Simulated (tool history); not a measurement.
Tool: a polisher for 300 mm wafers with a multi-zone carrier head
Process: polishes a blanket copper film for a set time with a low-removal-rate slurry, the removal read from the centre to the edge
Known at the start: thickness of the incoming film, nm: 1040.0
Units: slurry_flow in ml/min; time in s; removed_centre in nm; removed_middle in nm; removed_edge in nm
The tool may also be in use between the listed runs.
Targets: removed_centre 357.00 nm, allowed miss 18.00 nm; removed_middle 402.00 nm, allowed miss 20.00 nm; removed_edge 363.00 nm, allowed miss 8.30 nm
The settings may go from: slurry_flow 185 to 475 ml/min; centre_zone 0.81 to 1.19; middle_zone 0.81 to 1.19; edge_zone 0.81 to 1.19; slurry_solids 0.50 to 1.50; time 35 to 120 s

run 1 day=0.000 | slurry_flow=305 centre_zone=1.00 middle_zone=1.00 edge_zone=1.00 slurry_solids=1.00 time=77 | removed_centre=249.91 removed_middle=240.87 removed_edge=243.20
run 2 day=0.262 | slurry_flow=305 centre_zone=1.00 middle_zone=1.00 edge_zone=1.00 slurry_solids=0.90 time=77 | removed_centre=243.99 removed_middle=243.37 removed_edge=236.09
run 3 day=0.567 | slurry_flow=315 centre_zone=0.99 middle_zone=1.05 edge_zone=1.00 slurry_solids=1.00 time=83 | removed_centre=266.99 removed_middle=274.85 removed_edge=260.36
run 4 day=0.896 | slurry_flow=315 centre_zone=1.05 middle_zone=1.05 edge_zone=1.00 slurry_solids=1.00 time=83 | removed_centre=278.56 removed_middle=278.81 removed_edge=259.82
run 5 day=1.025 | slurry_flow=320 centre_zone=1.04 middle_zone=1.08 edge_zone=1.02 slurry_solids=1.10 time=87 | removed_centre=303.89 removed_middle=313.05 removed_edge=277.82
run 6 day=1.233 | slurry_flow=320 centre_zone=1.01 middle_zone=1.08 edge_zone=1.05 slurry_solids=1.20 time=90 | removed_centre=293.14 removed_middle=318.07 removed_edge=300.37
run 7 day=1.375 | slurry_flow=325 centre_zone=1.03 middle_zone=1.10 edge_zone=1.07 slurry_solids=1.25 time=92 | removed_centre=318.84 removed_middle=335.57 removed_edge=309.45
run 8 day=1.575 | slurry_flow=325 centre_zone=1.03 middle_zone=1.12 edge_zone=1.08 slurry_solids=1.30 time=94 | removed_centre=319.11 removed_middle=352.10 removed_edge=321.85
run 9 day=1.812 | slurry_flow=330 centre_zone=1.04 middle_zone=1.13 edge_zone=1.10 slurry_solids=1.35 time=95 | removed_centre=337.61 removed_middle=354.26 removed_edge=328.37

5 next moves are on the table. One of them brings every result within its allowed miss. Which?
run A day=2.050 | slurry_flow=305 centre_zone=1.11 middle_zone=0.89 edge_zone=1.19 slurry_solids=1.50 time=99 | removed_centre=? removed_middle=? removed_edge=?
run B day=2.050 | slurry_flow=310 centre_zone=1.05 middle_zone=0.89 edge_zone=1.19 slurry_solids=1.50 time=102 | removed_centre=? removed_middle=? removed_edge=?
run C day=2.050 | slurry_flow=380 centre_zone=0.99 middle_zone=1.14 edge_zone=1.08 slurry_solids=1.30 time=105 | removed_centre=? removed_middle=? removed_edge=?
run D day=2.050 | slurry_flow=340 centre_zone=1.13 middle_zone=1.19 edge_zone=0.97 slurry_solids=1.05 time=97 | removed_centre=? removed_middle=? removed_edge=?
run E day=2.050 | slurry_flow=340 centre_zone=0.89 middle_zone=1.19 edge_zone=1.06 slurry_solids=1.45 time=100 | removed_centre=? removed_middle=? removed_edge=?

move=A removed_centre=385.75 removed_middle=309.09 removed_edge=361.29
move=B removed_centre=376.47 removed_middle=319.06 removed_edge=372.69
move=C removed_centre=363.08 removed_middle=401.21 removed_edge=360.87
move=D removed_centre=365.03 removed_middle=366.38 removed_edge=303.79
move=E removed_centre=313.99 removed_middle=401.33 removed_edge=345.29
A: brings the result that was furthest off to its target, and leaves another outside
B: takes the result that was furthest off past its target
C: meets every target
D: further off than the last run
E: nearer than the last run, and not there yet
Answer: C
